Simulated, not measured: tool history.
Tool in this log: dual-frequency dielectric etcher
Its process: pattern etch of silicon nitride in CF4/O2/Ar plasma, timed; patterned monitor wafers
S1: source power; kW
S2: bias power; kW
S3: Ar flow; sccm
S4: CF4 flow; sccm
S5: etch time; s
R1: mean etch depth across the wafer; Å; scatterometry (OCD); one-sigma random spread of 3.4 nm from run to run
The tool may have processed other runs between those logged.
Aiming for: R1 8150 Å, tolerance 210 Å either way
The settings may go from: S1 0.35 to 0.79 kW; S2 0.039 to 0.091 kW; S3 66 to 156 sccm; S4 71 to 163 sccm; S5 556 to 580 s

Run 1, hour 0: S1 0.57 kW, S2 0.065 kW, S3 111 sccm, S4 117 sccm, S5 556 s. Result: R1 12535 Å.
Run 2, hour 1.8: S1 0.51 kW, S2 0.061 kW, S3 113 sccm, S4 115 sccm, S5 556 s. Result: R1 10864 Å.
Run 3, hour 9.1: S1 0.51 kW, S2 0.061 kW, S3 113 sccm, S4 133 sccm, S5 556 s. Result: R1 11066 Å.
Run 4, hour 13.3: S1 0.51 kW, S2 0.061 kW, S3 113 sccm, S4 116 sccm, S5 556 s. Result: R1 10883 Å.
Run 5, hour 20.2: S1 0.51 kW, S2 0.061 kW, S3 113 sccm, S4 124 sccm, S5 556 s. Result: R1 10983 Å.
Run 6, hour 21.8: S1 0.51 kW, S2 0.056 kW, S3 113 sccm, S4 124 sccm, S5 556 s. Result: R1 10649 Å.
At hour 22.6: bias power generator calibrated.
Run 7, hour 22.6: S1 0.47 kW, S2 0.055 kW, S3 113 sccm, S4 124 sccm, S5 556 s. Result: R1 9768.9 Å.
Run 8, hour 29.8: S1 0.44 kW, S2 0.055 kW, S3 113 sccm, S4 124 sccm, S5 556 s. Result: R1 9186.9 Å.
Run 9, hour 34.5: S1 0.36 kW, S2 0.054 kW, S3 113 sccm, S4 124 sccm, S5 556 s. Result: R1 7197.7 Å.
Run 10, hour 41.4: S1 0.37 kW, S2 0.054 kW, S3 113 sccm, S4 124 sccm, S5 556 s. Result: R1 7400.8 Å.

Pick the move, out of 5, that brings all results within their allowed miss; only one does.
Run A, hour 48.3: S1 0.38 kW, S2 0.061 kW, S3 132 sccm, S4 134 sccm, S5 578 s. Result: R1 ?.
Run B, hour 48.3: S1 0.43 kW, S2 0.047 kW, S3 119 sccm, S4 127 sccm, S5 580 s. Result: R1 ?.
Run C, hour 48.3: S1 0.39 kW, S2 0.045 kW, S3 90 sccm, S4 125 sccm, S5 556 s. Result: R1 ?.
Run D, hour 48.3: S1 0.35 kW, S2 0.056 kW, S3 123 sccm, S4 103 sccm, S5 556 s. Result: R1 ?.
Run E, hour 48.3: S1 0.37 kW, S2 0.05 kW, S3 118 sccm, S4 126 sccm, S5 564 s. Result: R1 ?.

move      R1
   A  8219.5
   B    8710
   C  7610.4
   D  6792.5
   E  7276.4
A: every result within its allowed miss
B: takes the biggest miss from the last run beyond its target
C: gains on the last run, yet a result remains outside its allowed miss
D: its largest miss is bigger than the last run's
E: its largest miss is bigger than the last run's
The move that meets every target is A.
